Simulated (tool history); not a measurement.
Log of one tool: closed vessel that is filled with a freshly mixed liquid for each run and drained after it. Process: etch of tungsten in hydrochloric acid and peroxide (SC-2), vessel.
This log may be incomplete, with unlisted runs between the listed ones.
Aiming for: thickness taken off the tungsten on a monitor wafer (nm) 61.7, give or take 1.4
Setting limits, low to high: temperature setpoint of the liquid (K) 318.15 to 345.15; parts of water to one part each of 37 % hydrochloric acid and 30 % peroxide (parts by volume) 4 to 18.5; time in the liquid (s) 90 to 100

| run | hour | temperature setpoint of the liquid (K) | parts of water to one part each of 37 % hydrochloric acid and 30 % peroxide (parts by volume) | time in the liquid (s) | thickness taken off the tungsten on a monitor wafer (nm) |
|---|---|---|---|---|---|
| 1 | 0 | 334.15 | 10.5 | 90 | 22.341 |
| 2 | 1.8 | 337.65 | 9 | 90 | 31.606 |
| 3 | 7.4 | 340.15 | 8 | 90 | 40.308 |
| 4 | 8.4 | 341.65 | 7.5 | 90 | 47.123 |
| 5 | 11.6 | 341.65 | 7.5 | 100 | 51.952 |
| 6 | 17.8 | 341.65 | 7.5 | 90 | 46.503 |
|  | 23.6 | chemicals flow meter replaced |
| 7 | 23.6 | 342.65 | 7.5 | 90 | 53.241 |
| 8 | 28.1 | 343.15 | 7.5 | 90 | 54.74 |
| 9 | 37 | 343.65 | 7.5 | 90 | 56.664 |

Consider the 5 candidate settings below. Which is the only one whose results all fall within their allowed miss of target?
| A | 45.9 | 342.15 | 6 | 90 | ? |
| B | 45.9 | 340.65 | 6.5 | 90 | ? |
| C | 45.9 | 342.65 | 8 | 90 | ? |
| D | 45.9 | 344.15 | 9.5 | 100 | ? |
| E | 45.9 | 344.15 | 6.5 | 90 | ? |

| move | thickness taken off the tungsten on a monitor wafer (nm) |
|---|---|
| A | 61.121 |
| B | 52.595 |
| C | 50.371 |
| D | 53.174 |
| E | 64.747 |
A: every result lands within tolerance
B: the biggest miss grows against the last run
C: the biggest miss grows against the last run
D: the biggest miss grows against the last run
E: takes the biggest miss from the last run beyond its target
Correct choice: A, which meets every target

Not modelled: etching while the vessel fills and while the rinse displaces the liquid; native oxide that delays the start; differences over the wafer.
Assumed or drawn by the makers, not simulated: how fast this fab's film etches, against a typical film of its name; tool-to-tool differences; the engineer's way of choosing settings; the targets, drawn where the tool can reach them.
